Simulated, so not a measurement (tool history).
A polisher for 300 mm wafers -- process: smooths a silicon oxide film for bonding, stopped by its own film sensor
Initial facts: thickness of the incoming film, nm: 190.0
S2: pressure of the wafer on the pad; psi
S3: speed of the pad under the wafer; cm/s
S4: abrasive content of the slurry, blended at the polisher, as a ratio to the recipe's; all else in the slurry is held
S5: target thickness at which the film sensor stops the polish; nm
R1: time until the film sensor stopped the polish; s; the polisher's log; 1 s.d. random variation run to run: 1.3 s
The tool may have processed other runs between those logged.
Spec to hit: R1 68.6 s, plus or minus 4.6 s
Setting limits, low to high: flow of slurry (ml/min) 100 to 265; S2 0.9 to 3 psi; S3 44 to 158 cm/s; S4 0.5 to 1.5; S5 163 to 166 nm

run 1 hour=0 | flow_of_slurry_(ml/min)=170 S2=1.9 S3=100 S4=1 S5=163 | R1=37.421
run 2 hour=7.2 | flow_of_slurry_(ml/min)=170 S2=1.9 S3=100 S4=0.85 S5=163 | R1=40.038
run 3 hour=8 | flow_of_slurry_(ml/min)=130 S2=1.9 S3=100 S4=0.85 S5=163 | R1=42.169
run 4 hour=14.7 | flow_of_slurry_(ml/min)=130 S2=1.9 S3=100 S4=0.85 S5=166 | R1=36.386
run 5 hour=22.1 | flow_of_slurry_(ml/min)=130 S2=1.7 S3=96 S4=0.85 S5=166 | R1=43.838
run 6 hour=30.4 | flow_of_slurry_(ml/min)=130 S2=1.4 S3=96 S4=0.85 S5=166 | R1=52.321
run 7 hour=35.7 | flow_of_slurry_(ml/min)=130 S2=1.3 S3=96 S4=0.85 S5=166 | R1=53.839
run 8 hour=38.2 | flow_of_slurry_(ml/min)=130 S2=0.9 S3=86 S4=0.85 S5=166 | R1=82.605
run 9 hour=46.1 | flow_of_slurry_(ml/min)=130 S2=1 S3=86 S4=0.85 S5=166 | R1=77.352

Of the 4 settings listed for the next run, only one would bring every result within its allowed miss of target. Which one?
run A hour=54 | flow_of_slurry_(ml/min)=100 S2=1.5 S3=76 S4=1.15 S5=165 | R1=?
run B hour=54 | flow_of_slurry_(ml/min)=140 S2=0.9 S3=92 S4=0.85 S5=166 | R1=?
run C hour=54 | flow_of_slurry_(ml/min)=125 S2=1.2 S3=78 S4=1.05 S5=164 | R1=?
run D hour=54 | flow_of_slurry_(ml/min)=140 S2=1.1 S3=108 S4=0.9 S5=166 | R1=?

move=A R1=56.162
move=B R1=80.032
move=C R1=70.226
move=D R1=56.789
A: moves the result that the last run missed by most past its target, out the other side
B: the biggest miss grows against the last run
C: every result within its allowed miss
D: moves the result that the last run missed by most past its target, out the other side
The move that meets every target is C.
